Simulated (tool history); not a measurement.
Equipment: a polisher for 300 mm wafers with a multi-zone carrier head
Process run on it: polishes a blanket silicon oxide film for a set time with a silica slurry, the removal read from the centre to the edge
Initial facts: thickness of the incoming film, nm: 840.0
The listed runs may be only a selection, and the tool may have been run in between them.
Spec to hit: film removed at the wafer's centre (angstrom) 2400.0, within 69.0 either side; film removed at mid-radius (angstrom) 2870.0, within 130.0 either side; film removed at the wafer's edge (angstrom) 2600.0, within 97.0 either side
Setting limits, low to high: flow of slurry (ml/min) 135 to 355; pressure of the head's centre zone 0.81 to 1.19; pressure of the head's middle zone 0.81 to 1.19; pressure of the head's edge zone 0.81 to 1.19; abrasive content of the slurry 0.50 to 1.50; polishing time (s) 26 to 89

run	hour	flow of slurry (ml/min)	pressure of the head's centre zone	pressure of the head's middle zone	pressure of the head's edge zone	abrasive content of the slurry	polishing time (s)	film removed at the wafer's centre (angstrom)	film removed at mid-radius (angstrom)	film removed at the wafer's edge (angstrom)
1	0.0	225	1.00	1.00	1.00	1.00	57	1798.7	1836.4	1796.1
2	3.3	230	0.99	1.05	1.04	1.15	58	1965.1	2037.6	1967.6
3	7.4	230	0.99	1.09	1.04	1.15	58	1974.1	2126.5	1968.5
4	10.1	235	0.96	1.12	1.07	1.25	60	2042.0	2316.0	2160.8
5	16.2	235	1.04	1.12	1.07	1.25	60	2198.9	2315.0	2196.2
6	18.0	200	1.04	1.12	1.07	1.25	60	2156.9	2287.7	2150.1
7	25.4	210	1.01	1.14	1.08	1.35	61	2231.5	2393.0	2277.0
8	32.4	235	0.98	1.16	1.08	1.40	62	2246.2	2556.9	2338.4
9	36.4	250	0.97	1.17	1.09	1.45	63	2344.3	2652.9	2442.4

Below are 5 possible settings for the next run. Only one of them brings all results inside the allowed miss of their targets. Which is it?
A	40.4	345	0.91	1.15	1.09	1.50	65	?	?	?
B	40.4	225	1.12	1.03	1.18	1.50	59	?	?	?
C	40.4	255	0.92	1.13	1.11	1.50	60	?	?	?
D	40.4	230	1.05	1.13	1.06	1.35	64	?	?	?
E	40.4	135	0.94	1.15	0.97	1.50	68	?	?	?

move	film removed at the wafer's centre (angstrom)	film removed at mid-radius (angstrom)	film removed at the wafer's edge (angstrom)
A	2404.2	2792.2	2572.1
B	2435.7	2226.0	2366.6
C	2173.3	2475.3	2350.4
D	2425.5	2510.0	2335.4
E	2312.5	2654.4	2366.6
A: every result lands within tolerance
B: further off than the last run
C: further off than the last run
D: further off than the last run
E: further off than the last run
Move A is the one to make.
